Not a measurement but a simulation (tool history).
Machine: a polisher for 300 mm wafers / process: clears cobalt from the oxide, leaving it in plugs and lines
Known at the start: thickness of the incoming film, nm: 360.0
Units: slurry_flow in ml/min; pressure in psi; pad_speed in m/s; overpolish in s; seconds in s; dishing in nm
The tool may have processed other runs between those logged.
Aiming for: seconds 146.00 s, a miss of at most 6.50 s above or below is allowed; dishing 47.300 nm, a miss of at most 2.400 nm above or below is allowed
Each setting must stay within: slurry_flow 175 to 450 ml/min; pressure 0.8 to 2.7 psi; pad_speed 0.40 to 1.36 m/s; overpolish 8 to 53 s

run	hour	slurry_flow	pressure	pad_speed	overpolish	seconds	dishing
1	0.0	290	1.7	0.88	27	117.86	42.756
2	6.0	255	1.7	0.88	27	117.15	42.236
3	10.8	305	1.7	0.88	27	116.91	41.912
4	16.5	240	1.7	0.88	27	123.34	42.221
5	24.8	235	1.7	0.88	28	118.66	42.725
6	27.2	235	2.1	0.88	28	105.54	44.626
7	33.5	235	2.0	0.88	29	107.87	45.788
8	35.8	235	1.9	0.88	30	110.44	45.610
9	41.6	235	1.8	0.88	31	114.69	44.953
10	48.9	235	1.7	0.88	33	116.77	45.921
11	54.1	235	1.6	0.88	34	125.12	46.239
12	57.7	235	1.6	0.88	34	123.81	46.376
13	59.2	235	1.6	0.88	35	123.69	46.377
14	65.9	235	1.6	0.88	36	126.44	48.706
15	68.1	235	1.6	0.88	36	124.18	46.405
16	76.4	235	1.6	0.88	37	122.45	47.680
17	85.3	235	1.5	0.88	38	131.07	48.542

Of the 5 settings listed for the next run, only one would bring every result within its allowed miss of target. Which one?
A	94.2	180	1.4	0.94	39	?	?
B	94.2	175	1.8	0.72	41	?	?
C	94.2	325	1.2	1.00	40	?	?
D	94.2	260	1.3	0.92	38	?	?
E	94.2	260	1.5	0.88	42	?	?

move	seconds	dishing
A	130.77	47.544
B	146.72	46.507
C	125.93	48.583
D	133.50	46.793
E	128.80	48.994
A: about as far from the targets as the last run
B: in spec on every target
C: further off than the last run
D: closes in on the targets versus the last run, not all within tolerance yet
E: further off than the last run
Go with B: it meets all targets.
